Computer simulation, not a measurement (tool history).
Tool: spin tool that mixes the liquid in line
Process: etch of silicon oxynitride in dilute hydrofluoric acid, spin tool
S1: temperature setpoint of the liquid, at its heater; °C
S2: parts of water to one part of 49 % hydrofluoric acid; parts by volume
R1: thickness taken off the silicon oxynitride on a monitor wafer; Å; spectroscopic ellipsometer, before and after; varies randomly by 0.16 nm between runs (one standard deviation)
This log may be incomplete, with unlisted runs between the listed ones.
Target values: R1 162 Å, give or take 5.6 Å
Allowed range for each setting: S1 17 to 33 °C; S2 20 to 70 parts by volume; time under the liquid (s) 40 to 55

Run 1, hour 0: S1 25 °C, S2 40 parts by volume, time under the liquid (s) 55. Result: R1 85.312 Å.
Run 2, hour 8.9: S1 27.5 °C, S2 35 parts by volume, time under the liquid (s) 55. Result: R1 108.83 Å.
Run 3, hour 14.6: S1 26 °C, S2 35 parts by volume, time under the liquid (s) 55. Result: R1 103.78 Å.
Run 4, hour 16.9: S1 28 °C, S2 35 parts by volume, time under the liquid (s) 55. Result: R1 111.66 Å.
Run 5, hour 17.9: S1 29.5 °C, S2 35 parts by volume, time under the liquid (s) 55. Result: R1 121.31 Å.
Run 6, hour 19.6: S1 29.5 °C, S2 35 parts by volume, time under the liquid (s) 40. Result: R1 87.494 Å.
Run 7, hour 23.4: S1 30 °C, S2 30 parts by volume, time under the liquid (s) 45. Result: R1 119.58 Å.
Run 8, hour 26.5: S1 31 °C, S2 30 parts by volume, time under the liquid (s) 45. Result: R1 123.45 Å.
Run 9, hour 27.4: S1 31.5 °C, S2 30 parts by volume, time under the liquid (s) 45. Result: R1 127.66 Å.
Run 10, hour 28.1: S1 33 °C, S2 20 parts by volume, time under the liquid (s) 45. Result: R1 206.32 Å.
Run 11, hour 36: S1 31 °C, S2 20 parts by volume, time under the liquid (s) 45. Result: R1 189.58 Å.
Run 12, hour 38.6: S1 29.5 °C, S2 20 parts by volume, time under the liquid (s) 45. Result: R1 172.76 Å.
Run 13, hour 41.3: S1 29 °C, S2 20 parts by volume, time under the liquid (s) 45. Result: R1 170.62 Å.

Which one of the following 4 next-run settings gets every result inside its allowed miss? There is exactly one.
Run A, hour 44: S1 29 °C, S2 20 parts by volume, time under the liquid (s) 40. Result: R1 ?.
Run B, hour 44: S1 24 °C, S2 20 parts by volume, time under the liquid (s) 55. Result: R1 ?.
Run C, hour 44: S1 28.5 °C, S2 25 parts by volume, time under the liquid (s) 50. Result: R1 ?.
Run D, hour 44: S1 29 °C, S2 25 parts by volume, time under the liquid (s) 50. Result: R1 ?.

move      R1
   A  150.07
   B  161.51
   C  146.06
   D  149.61
A: pushes the last run's worst result past its target
B: all results in spec
C: pushes the last run's worst result past its target
D: pushes the last run's worst result past its target
Correct choice: B, which meets every target
